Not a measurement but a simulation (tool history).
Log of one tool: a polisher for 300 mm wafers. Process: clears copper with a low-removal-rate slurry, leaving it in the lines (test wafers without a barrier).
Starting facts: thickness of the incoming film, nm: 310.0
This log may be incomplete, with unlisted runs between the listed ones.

run  hour  flow of slurry (ml/min)  pressure of the wafer on the pad (psi)  speed of the pad under the wafer (m/s)  abrasive content of the slurry  overpolish time after the end point (s)  time until the end point was called (s)  dishing of a wide line in a test structure (nm)
  1     0                      135                                     2.3                                    0.98                               1                                       20                                   196.22                                           26.449
  2   8.7                      135                                     2.3                                    0.98                               1                                       26                                   194.53                                            32.89
  3    11                      135                                     2.2                                    0.98                               1                                       24                                   197.85                                           29.468
  4  17.5                      135                                     2.2                                    0.98                               1                                       31                                   201.19                                           37.423
  5  23.8                      135                                     2.1                                    0.98                               1                                       28                                   210.78                                           31.821
  6  30.2                      140                                       2                                    0.98                               1                                       26                                   215.04                                           29.365
  7  38.6                      140                                     1.9                                       1                               1                                       24                                   231.64                                           26.807
  8  47.5                      175                                     2.5                                    0.72                             1.2                                       14                                   218.16                                           17.394
  9  52.9                      175                                     2.5                                    0.72                             1.2                                       13                                   210.34                                           16.098
 10    60                      175                                     2.5                                    0.72                             1.2                                       13                                   206.03                                           15.935
 11  65.3                      165                                     2.2                                    0.72                             1.2                                        9                                   242.69                                           9.8437

Predict the results of run 12:
 12  69.1                      180                                     2.3                                    0.72                            1.15                                       10                                        ?                                                ?

{"run 12": {"time until the end point was called (s)": 230.98, "dishing of a wide line in a test structure (nm)": 11.772}}

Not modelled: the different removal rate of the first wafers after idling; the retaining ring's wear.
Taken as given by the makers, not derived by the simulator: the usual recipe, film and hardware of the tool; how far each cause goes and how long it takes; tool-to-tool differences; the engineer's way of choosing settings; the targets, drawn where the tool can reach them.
